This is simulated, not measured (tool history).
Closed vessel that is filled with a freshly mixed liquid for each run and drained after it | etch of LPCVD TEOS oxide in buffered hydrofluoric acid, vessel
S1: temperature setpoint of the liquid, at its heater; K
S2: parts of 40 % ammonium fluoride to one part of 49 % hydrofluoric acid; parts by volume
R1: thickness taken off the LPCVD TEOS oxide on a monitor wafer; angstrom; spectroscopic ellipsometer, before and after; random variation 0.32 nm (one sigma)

Run 1, hour 0: S1 294.15 K, S2 8 parts by volume, time in the liquid (s) 30. Result: R1 643.13 angstrom.
Run 2, hour 9.3: S1 294.15 K, S2 8 parts by volume, time in the liquid (s) 30. Result: R1 643.55 angstrom.
Run 3, hour 13.5: S1 294.15 K, S2 8 parts by volume, time in the liquid (s) 30. Result: R1 641.61 angstrom.
Run 4, hour 20.4: S1 294.15 K, S2 9.5 parts by volume, time in the liquid (s) 30. Result: R1 546.15 angstrom.
Run 5, hour 24.8: S1 295.15 K, S2 9.5 parts by volume, time in the liquid (s) 30. Result: R1 578.47 angstrom.
Run 6, hour 25.7: S1 295.15 K, S2 9.5 parts by volume, time in the liquid (s) 30. Result: R1 576.46 angstrom.
Run 7, hour 30.5: S1 295.65 K, S2 9.5 parts by volume, time in the liquid (s) 30. Result: R1 593.21 angstrom.

The next listed run, before its measurement:
Run 8, hour 36.1: S1 296.15 K, S2 9.5 parts by volume, time in the liquid (s) 30. Result: R1 ?.

R1: 613.85 angstrom

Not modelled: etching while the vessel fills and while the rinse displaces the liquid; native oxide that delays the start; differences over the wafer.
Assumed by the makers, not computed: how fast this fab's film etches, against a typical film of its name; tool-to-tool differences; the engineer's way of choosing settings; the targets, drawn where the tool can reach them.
